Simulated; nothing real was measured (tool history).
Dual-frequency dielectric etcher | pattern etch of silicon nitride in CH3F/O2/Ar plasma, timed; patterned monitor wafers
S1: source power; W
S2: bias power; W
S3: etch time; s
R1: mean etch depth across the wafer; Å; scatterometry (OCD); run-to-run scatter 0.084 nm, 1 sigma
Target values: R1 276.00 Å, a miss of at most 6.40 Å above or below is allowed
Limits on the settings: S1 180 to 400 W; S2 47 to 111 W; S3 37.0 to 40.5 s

run,hour,S1,S2,S3,R1
1,0.0,290,79,40.5,244.02
2,1.9,310,81,40.5,248.47
3,10.7,330,85,40.5,257.95
4,12.4,340,87,40.5,262.41
5,13.1,340,87,40.5,260.54
6,21.1,340,87,40.5,259.82
7,25.2,350,90,40.5,264.40
8,34.2,360,92,40.5,269.76
9,41.5,360,92,40.5,270.00

Which single option among these 4 for the next run brings every result within its allowed miss of target? Just one does.
A,48.8,320,95,40.5,?
B,48.8,370,99,38.0,?
C,48.8,340,92,39.5,?
D,48.8,370,107,39.0,?

move,R1
A,265.55
B,261.59
C,260.10
D,275.41
A: the biggest miss grows against the last run
B: the biggest miss grows against the last run
C: the biggest miss grows against the last run
D: meets every target
Answer: D
